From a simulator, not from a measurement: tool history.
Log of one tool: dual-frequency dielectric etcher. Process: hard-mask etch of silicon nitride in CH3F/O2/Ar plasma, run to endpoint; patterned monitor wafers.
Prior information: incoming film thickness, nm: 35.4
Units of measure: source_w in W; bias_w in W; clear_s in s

{"run": 1, "hour": 0.0, "source_w": 530, "bias_w": 84, "clear_s": 46.676}
{"run": 2, "hour": 7.9, "source_w": 560, "bias_w": 86, "clear_s": 44.932}
{"run": 3, "hour": 12.2, "source_w": 520, "bias_w": 86, "clear_s": 46.347}
{"run": 4, "hour": 20.7, "source_w": 550, "bias_w": 87, "clear_s": 44.722}
{"run": 5, "hour": 28.2, "source_w": 570, "bias_w": 88, "clear_s": 44.223}
{"run": 6, "hour": 33.5, "source_w": 590, "bias_w": 89, "clear_s": 43.517}
{"run": 7, "hour": 41.9, "source_w": 610, "bias_w": 90, "clear_s": 42.58}
{"run": 8, "hour": 45.9, "source_w": 620, "bias_w": 90, "clear_s": 42.078}
{"run": 9, "hour": 47.7, "source_w": 630, "bias_w": 90, "clear_s": 42.014}

Expected results for the next run?
{"run": 10, "hour": 54.4, "source_w": 640, "bias_w": 90, "clear_s": "?"}

Run 10 measured clear_s 42.112 s.
